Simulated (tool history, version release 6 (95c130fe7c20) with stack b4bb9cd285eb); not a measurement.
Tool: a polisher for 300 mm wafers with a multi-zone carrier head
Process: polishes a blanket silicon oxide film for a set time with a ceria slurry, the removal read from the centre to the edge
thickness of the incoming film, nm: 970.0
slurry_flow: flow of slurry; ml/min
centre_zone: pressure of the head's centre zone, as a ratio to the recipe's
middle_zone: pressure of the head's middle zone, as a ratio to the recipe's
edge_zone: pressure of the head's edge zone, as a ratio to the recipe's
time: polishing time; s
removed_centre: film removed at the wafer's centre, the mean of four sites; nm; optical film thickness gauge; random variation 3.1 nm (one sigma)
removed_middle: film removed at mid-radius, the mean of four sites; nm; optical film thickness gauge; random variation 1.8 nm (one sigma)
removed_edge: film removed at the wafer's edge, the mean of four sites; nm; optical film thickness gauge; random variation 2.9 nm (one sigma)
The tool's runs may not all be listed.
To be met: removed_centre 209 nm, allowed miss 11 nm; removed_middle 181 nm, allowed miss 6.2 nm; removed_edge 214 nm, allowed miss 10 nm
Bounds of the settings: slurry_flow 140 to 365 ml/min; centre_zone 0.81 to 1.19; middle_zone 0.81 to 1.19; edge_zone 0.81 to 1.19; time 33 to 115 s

run 1 hour=0 | slurry_flow=235 centre_zone=1 middle_zone=1 edge_zone=1 time=73 | removed_centre=292.92 removed_middle=290.53 removed_edge=289.59
run 2 hour=8.5 | slurry_flow=270 centre_zone=1 middle_zone=1 edge_zone=1 time=73 | removed_centre=303.35 removed_middle=298.05 removed_edge=297.62
run 3 hour=11.5 | slurry_flow=270 centre_zone=1 middle_zone=1 edge_zone=1 time=81 | removed_centre=333.22 removed_middle=336.69 removed_edge=324.54
run 4 hour=14.9 | slurry_flow=270 centre_zone=1 middle_zone=1 edge_zone=1 time=71 | removed_centre=285.64 removed_middle=290.67 removed_edge=282.59
run 5 hour=15.8 | slurry_flow=270 centre_zone=1 middle_zone=1 edge_zone=1.07 time=71 | removed_centre=291.86 removed_middle=296.56 removed_edge=298.46
run 6 hour=23.8 | slurry_flow=265 centre_zone=0.99 middle_zone=0.98 edge_zone=1.05 time=69 | removed_centre=277.4 removed_middle=284.57 removed_edge=282.85
run 7 hour=28.5 | slurry_flow=265 centre_zone=0.99 middle_zone=0.98 edge_zone=1.05 time=69 | removed_centre=279.26 removed_middle=277.42 removed_edge=283.37
run 8 hour=32 | slurry_flow=260 centre_zone=0.98 middle_zone=0.96 edge_zone=1.04 time=68 | removed_centre=273.59 removed_middle=271.7 removed_edge=276.42
run 9 hour=35.8 | slurry_flow=250 centre_zone=0.98 middle_zone=0.94 edge_zone=1.05 time=66 | removed_centre=256.5 removed_middle=253.45 removed_edge=275.89
run 10 hour=44.2 | slurry_flow=240 centre_zone=1.02 middle_zone=0.84 edge_zone=0.95 time=48 | removed_centre=197.08 removed_middle=170.7 removed_edge=188.77
run 11 hour=50.5 | slurry_flow=270 centre_zone=1.03 middle_zone=0.85 edge_zone=1.05 time=49 | removed_centre=206.91 removed_middle=176.15 removed_edge=203.68

Which of these 4 next moves meets every target?
run A hour=56.8 | slurry_flow=230 centre_zone=1.02 middle_zone=0.85 edge_zone=1.09 time=51 | removed_centre=? removed_middle=? removed_edge=?
run B hour=56.8 | slurry_flow=300 centre_zone=1.08 middle_zone=0.82 edge_zone=1.05 time=51 | removed_centre=? removed_middle=? removed_edge=?
run C hour=56.8 | slurry_flow=320 centre_zone=1.11 middle_zone=0.86 edge_zone=1.01 time=45 | removed_centre=? removed_middle=? removed_edge=?
run D hour=56.8 | slurry_flow=275 centre_zone=1.18 middle_zone=0.81 edge_zone=1.14 time=49 | removed_centre=? removed_middle=? removed_edge=?

move=A removed_centre=207.3 removed_middle=183.45 removed_edge=213.5
move=B removed_centre=225.64 removed_middle=182.82 removed_edge=213.82
move=C removed_centre=205.84 removed_middle=168.66 removed_edge=185.8
move=D removed_centre=234.3 removed_middle=172.4 removed_edge=212.87
A: meets every target
B: brings the result that was furthest off to its target, and leaves another outside
C: further off than the last run
D: brings the result that was furthest off to its target, and leaves another outside
Answer: A

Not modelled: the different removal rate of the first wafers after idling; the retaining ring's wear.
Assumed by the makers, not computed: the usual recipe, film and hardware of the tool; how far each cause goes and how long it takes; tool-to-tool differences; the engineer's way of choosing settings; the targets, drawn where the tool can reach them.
